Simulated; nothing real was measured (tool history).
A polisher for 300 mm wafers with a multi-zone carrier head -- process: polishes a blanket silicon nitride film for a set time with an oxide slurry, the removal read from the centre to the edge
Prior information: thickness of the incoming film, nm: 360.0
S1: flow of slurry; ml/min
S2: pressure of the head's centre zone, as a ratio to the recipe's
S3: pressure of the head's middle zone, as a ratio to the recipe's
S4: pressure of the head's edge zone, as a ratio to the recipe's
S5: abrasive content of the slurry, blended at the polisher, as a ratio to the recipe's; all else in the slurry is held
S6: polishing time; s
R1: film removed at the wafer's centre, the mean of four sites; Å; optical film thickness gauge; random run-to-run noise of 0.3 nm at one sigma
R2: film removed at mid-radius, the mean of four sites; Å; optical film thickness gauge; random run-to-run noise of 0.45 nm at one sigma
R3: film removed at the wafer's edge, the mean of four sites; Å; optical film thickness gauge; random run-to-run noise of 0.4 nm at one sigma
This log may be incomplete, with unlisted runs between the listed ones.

| run | day | S1 | S2 | S3 | S4 | S5 | S6 | R1 | R2 | R3 |
|---|---|---|---|---|---|---|---|---|---|---|
| 1 | 0.000 | 270 | 1.00 | 1.00 | 1.00 | 1.00 | 84 | 367.75 | 365.95 | 372.18 |
| 2 | 0.150 | 270 | 1.00 | 1.00 | 0.94 | 1.00 | 84 | 372.83 | 363.56 | 366.46 |
| 3 | 0.379 | 270 | 0.96 | 1.00 | 0.94 | 1.00 | 84 | 355.26 | 372.77 | 362.71 |
| 4 | 0.412 | 270 | 0.89 | 1.00 | 0.94 | 1.00 | 84 | 329.82 | 373.84 | 363.10 |
| 5 | 0.771 | 270 | 0.89 | 1.07 | 0.94 | 1.00 | 84 | 327.72 | 387.14 | 366.64 |
| 6 | 0.975 | 215 | 0.89 | 1.07 | 0.94 | 1.00 | 84 | 314.97 | 371.16 | 360.42 |
| 7 | 1.242 | 290 | 0.92 | 1.03 | 1.04 | 1.25 | 85 | 382.55 | 425.59 | 427.99 |
| 8 | 1.271 | 285 | 0.92 | 1.03 | 1.05 | 1.25 | 85 | 385.85 | 429.13 | 422.77 |
| 9 | 1.383 | 280 | 0.91 | 1.01 | 1.07 | 1.25 | 85 | 381.91 | 414.61 | 422.59 |

Estimate the outcome of run 10 from the log above:
| 10 | 1.650 | 290 | 0.84 | 1.00 | 1.17 | 1.35 | 85 | ? | ? | ? |

{"run 10": {"R1": 359.95, "R2": 423.71, "R3": 454.02}}
